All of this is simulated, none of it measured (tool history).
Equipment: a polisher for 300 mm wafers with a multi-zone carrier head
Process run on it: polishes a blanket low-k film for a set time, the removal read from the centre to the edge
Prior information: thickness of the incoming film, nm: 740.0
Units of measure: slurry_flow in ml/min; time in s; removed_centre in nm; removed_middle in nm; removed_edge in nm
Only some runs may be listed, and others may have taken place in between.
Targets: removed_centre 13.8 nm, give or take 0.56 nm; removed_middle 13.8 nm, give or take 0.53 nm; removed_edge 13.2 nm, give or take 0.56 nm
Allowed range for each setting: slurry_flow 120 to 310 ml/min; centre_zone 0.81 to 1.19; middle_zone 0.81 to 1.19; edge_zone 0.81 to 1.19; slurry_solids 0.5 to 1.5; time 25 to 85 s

run	day	slurry_flow	centre_zone	middle_zone	edge_zone	slurry_solids	time	removed_centre	removed_middle	removed_edge
1	0	200	1	1	1	1	55	19.77	20.193	20.63
2	0.288	200	1	1	0.98	0.95	54	19.079	18.662	19.246
3	0.504	200	0.99	1.01	0.96	0.9	54	18.36	18.016	18.216
4	0.758	200	0.97	1.01	0.94	0.85	54	17.293	17.482	17.75
5	0.871	200	0.97	1.02	0.93	0.8	54	16.227	16.867	16.614
6	1.075	200	0.92	1.02	0.93	0.8	54	15.366	16.637	16.541
7	1.154	200	0.92	1.02	0.93	0.8	54	15.534	16.604	16.169
8	1.379	205	0.92	1.02	0.91	0.75	54	14.779	15.586	15.906
9	1.579	200	0.93	1.02	0.9	0.75	54	14.38	15.723	15.173
10	1.933	195	0.94	1.01	0.89	0.75	54	14.879	15.88	14.931
11	2.217	190	0.93	0.99	0.89	0.75	54	14.532	15.086	15.19
12	2.396	185	0.94	0.99	0.88	0.75	54	14.84	15.335	14.975
13	2.617	180	0.94	0.98	0.87	0.75	54	14.686	15.184	14.962
14	2.933	180	0.94	0.98	0.86	0.75	54	14.619	15.021	15.018
15	3.171	180	0.95	0.98	0.85	0.75	54	14.933	15.034	14.919
16	3.483	180	0.95	0.98	0.84	0.75	54	14.738	14.834	14.629

Of the 5 settings listed for the next run, only one would bring every result within its allowed miss of target. Which one?
A	3.796	195	0.99	0.99	0.81	0.9	44	?	?	?
B	3.796	220	0.87	0.97	0.93	0.7	61	?	?	?
C	3.796	240	0.98	1.01	0.87	0.75	46	?	?	?
D	3.796	190	1.09	0.99	0.84	0.6	65	?	?	?
E	3.796	150	0.98	1.12	0.81	0.8	50	?	?	?

move	removed_centre	removed_middle	removed_edge
A	14.767	14.497	13.793
B	14.65	16.079	16.473
C	13.537	13.604	13.029
D	15.868	14.137	13.689
E	14.279	15.817	13.711
A: gains on the last run, yet a result remains outside its allowed miss
B: misses by more than the last run did
C: all results in spec
D: corrects the largest miss of the last run, while another result sits out of spec
E: corrects the largest miss of the last run, while another result sits out of spec
The move that meets every target is C.

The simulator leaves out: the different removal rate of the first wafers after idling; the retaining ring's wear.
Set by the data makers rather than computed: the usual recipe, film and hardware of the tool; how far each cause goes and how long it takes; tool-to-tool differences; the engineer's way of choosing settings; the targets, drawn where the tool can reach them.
